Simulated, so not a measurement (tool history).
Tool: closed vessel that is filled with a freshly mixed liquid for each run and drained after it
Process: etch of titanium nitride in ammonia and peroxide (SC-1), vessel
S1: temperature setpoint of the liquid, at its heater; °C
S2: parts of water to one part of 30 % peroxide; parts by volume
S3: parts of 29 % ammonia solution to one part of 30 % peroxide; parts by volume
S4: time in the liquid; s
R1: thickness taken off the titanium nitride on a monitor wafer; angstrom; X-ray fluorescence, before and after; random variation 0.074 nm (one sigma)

run,hour,S1,S2,S3,S4,R1
1,0,63,7.5,0.4,230,288.02
2,6.2,63,7.5,0.4,230,293.11
3,12.3,60.5,7.5,0.4,230,246.4
4,14.1,58.5,7.5,0.4,230,215.49
5,22.8,58.5,7.5,0.4,230,213.52
6,28,57,7.5,0.4,230,199.49
7,32.4,55.5,7.5,0.4,230,178.54

Run 8 comes next. What will it give?
8,37.1,54.5,7.5,0.4,230,?

Run 8 gave R1 166.78 angstrom.

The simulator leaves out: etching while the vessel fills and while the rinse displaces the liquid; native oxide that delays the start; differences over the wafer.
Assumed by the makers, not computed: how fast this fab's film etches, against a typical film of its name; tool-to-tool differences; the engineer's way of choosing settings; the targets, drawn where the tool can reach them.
